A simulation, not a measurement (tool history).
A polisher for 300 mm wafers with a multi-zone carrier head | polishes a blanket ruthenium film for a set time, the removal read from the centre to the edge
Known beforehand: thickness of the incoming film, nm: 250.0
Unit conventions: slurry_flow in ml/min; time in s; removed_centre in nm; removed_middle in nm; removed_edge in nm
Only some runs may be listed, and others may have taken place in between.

{"run": 1, "hour": 0.0, "slurry_flow": 220, "centre_zone": 1.0, "middle_zone": 1.0, "edge_zone": 1.0, "time": 62, "removed_centre": 72.804, "removed_middle": 65.86, "removed_edge": 64.49}
{"run": 2, "hour": 3.1, "slurry_flow": 210, "centre_zone": 0.97, "middle_zone": 0.97, "edge_zone": 0.98, "time": 57, "removed_centre": 64.251, "removed_middle": 58.334, "removed_edge": 58.317}
{"run": 3, "hour": 6.7, "slurry_flow": 210, "centre_zone": 0.97, "middle_zone": 0.97, "edge_zone": 0.98, "time": 50, "removed_centre": 55.561, "removed_middle": 50.811, "removed_edge": 51.774}
{"run": 4, "hour": 9.3, "slurry_flow": 170, "centre_zone": 0.97, "middle_zone": 0.97, "edge_zone": 0.98, "time": 50, "removed_centre": 54.725, "removed_middle": 48.367, "removed_edge": 49.48}
{"run": 5, "hour": 15.3, "slurry_flow": 165, "centre_zone": 0.95, "middle_zone": 0.95, "edge_zone": 0.96, "time": 48, "removed_centre": 50.529, "removed_middle": 46.238, "removed_edge": 46.725}
{"run": 6, "hour": 22.2, "slurry_flow": 165, "centre_zone": 0.87, "middle_zone": 0.95, "edge_zone": 0.96, "time": 48, "removed_centre": 46.196, "removed_middle": 45.957, "removed_edge": 47.469}
{"run": 7, "hour": 30.7, "slurry_flow": 160, "centre_zone": 0.87, "middle_zone": 0.93, "edge_zone": 0.95, "time": 47, "removed_centre": 44.069, "removed_middle": 44.004, "removed_edge": 46.023}
{"run": 8, "hour": 31.5, "slurry_flow": 155, "centre_zone": 0.88, "middle_zone": 0.91, "edge_zone": 0.94, "time": 46, "removed_centre": 44.37, "removed_middle": 42.003, "removed_edge": 45.146}
{"run": 9, "hour": 36.4, "slurry_flow": 150, "centre_zone": 0.88, "middle_zone": 0.9, "edge_zone": 0.92, "time": 45, "removed_centre": 43.019, "removed_middle": 40.964, "removed_edge": 43.325}

Run 10 comes next. What will it give?
{"run": 10, "hour": 45.3, "slurry_flow": 145, "centre_zone": 0.88, "middle_zone": 0.89, "edge_zone": 0.91, "time": 44, "removed_centre": "?", "removed_middle": "?", "removed_edge": "?"}

removed_centre: 41.078 nm
removed_middle: 39.323 nm
removed_edge: 41.361 nm
